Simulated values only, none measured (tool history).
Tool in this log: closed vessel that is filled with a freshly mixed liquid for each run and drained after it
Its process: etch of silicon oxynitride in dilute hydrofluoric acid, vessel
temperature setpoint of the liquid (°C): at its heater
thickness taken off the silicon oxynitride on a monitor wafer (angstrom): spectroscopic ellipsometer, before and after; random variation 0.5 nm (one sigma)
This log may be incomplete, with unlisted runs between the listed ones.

run,hour,temperature setpoint of the liquid (°C),parts of water to one part of 49 % hydrofluoric acid (parts by volume),time in the liquid (s),thickness taken off the silicon oxynitride on a monitor wafer (angstrom)
1,0,22,100,1360,556.47
2,0.7,23,100,1360,574.64
3,2.4,20.5,100,1360,514.36
4,6.3,20.5,115,1360,447.3
5,13.9,22.5,115,1360,495.41
6,16.7,22.5,115,1360,484.52
7,18.1,24,115,1360,522.87
8,23.3,28,115,1360,627.04
9,28.2,28,115,1360,632.17

Run 10 is up next; what results do you expect?
10,34.7,28.5,115,1360,?

Run 10 gave thickness taken off the silicon oxynitride on a monitor wafer (angstrom) 642.58.
